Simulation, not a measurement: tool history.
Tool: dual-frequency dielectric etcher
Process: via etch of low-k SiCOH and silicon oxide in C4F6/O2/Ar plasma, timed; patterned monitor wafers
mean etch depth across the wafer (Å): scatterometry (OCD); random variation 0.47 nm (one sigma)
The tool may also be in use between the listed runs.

run	hour	source power (kW)	bias power (kW)	etch time (s)	mean etch depth across the wafer (Å)
1	0	0.4	0.25	56.5	1817.3
2	5.4	0.37	0.233	56	1695.7
3	6.8	0.34	0.226	56	1614.1
4	8.6	0.39	0.226	56	1736.4
5	10.1	0.36	0.223	56	1658.3
6	18.4	0.36	0.223	56.5	1672.4
7	24.7	0.28	0.174	55	1326.3

Run 8 comes next. What will it give?
8	27.8	0.29	0.175	55	?

{"run 8": {"mean etch depth across the wafer (Å)": 1354.1}}

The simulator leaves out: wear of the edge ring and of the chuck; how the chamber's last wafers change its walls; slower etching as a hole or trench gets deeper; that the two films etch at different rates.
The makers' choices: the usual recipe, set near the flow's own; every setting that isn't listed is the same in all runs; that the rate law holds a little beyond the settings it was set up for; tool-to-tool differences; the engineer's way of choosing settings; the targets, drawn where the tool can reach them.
